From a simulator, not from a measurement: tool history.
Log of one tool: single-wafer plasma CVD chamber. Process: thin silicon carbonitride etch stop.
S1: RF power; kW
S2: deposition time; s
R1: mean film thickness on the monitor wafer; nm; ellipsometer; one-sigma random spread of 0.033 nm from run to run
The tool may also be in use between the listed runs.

run  hour     S1    S2      R1
  1   0.0  0.200  25.9  13.660
  2   5.0  0.200  24.4  12.862
  3   6.9  0.200  26.9  14.148
  4  13.4  0.200  25.4  13.373
  5  19.2  0.200  21.8  11.476
  6  20.7  0.225  21.8  12.040
  7  23.0  0.235  23.2  13.114

For run 8, what comes out?
  8  28.4  0.245  24.0   ?

R1: 13.788 nm
